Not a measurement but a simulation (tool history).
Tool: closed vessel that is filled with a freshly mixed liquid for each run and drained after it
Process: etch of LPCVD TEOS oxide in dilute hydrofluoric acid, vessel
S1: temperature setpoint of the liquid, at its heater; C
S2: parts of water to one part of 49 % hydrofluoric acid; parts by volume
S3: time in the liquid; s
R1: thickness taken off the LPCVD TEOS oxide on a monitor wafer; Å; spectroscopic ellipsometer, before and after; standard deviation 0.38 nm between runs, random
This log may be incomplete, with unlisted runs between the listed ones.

{"run": 1, "hour": 0.0, "S1": 20, "S2": 95, "S3": 95, "R1": 247.43}
{"run": 2, "hour": 6.6, "S1": 20, "S2": 95, "S3": 105, "R1": 271.87}
{"run": 3, "hour": 9.2, "S1": 23, "S2": 95, "S3": 105, "R1": 306.54}
{"run": 4, "hour": 13.5, "S1": 24.5, "S2": 85, "S3": 105, "R1": 369.08}
{"run": 5, "hour": 17.6, "S1": 24.5, "S2": 85, "S3": 105, "R1": 369.15}
{"run": 6, "hour": 23.1, "S1": 25.5, "S2": 80, "S3": 105, "R1": 407.61}

Run 7 is up next; what results do you expect?
{"run": 7, "hour": 29.9, "S1": 26, "S2": 80, "S3": 105, "R1": "?"}

{"run 7": {"R1": 416.29}}

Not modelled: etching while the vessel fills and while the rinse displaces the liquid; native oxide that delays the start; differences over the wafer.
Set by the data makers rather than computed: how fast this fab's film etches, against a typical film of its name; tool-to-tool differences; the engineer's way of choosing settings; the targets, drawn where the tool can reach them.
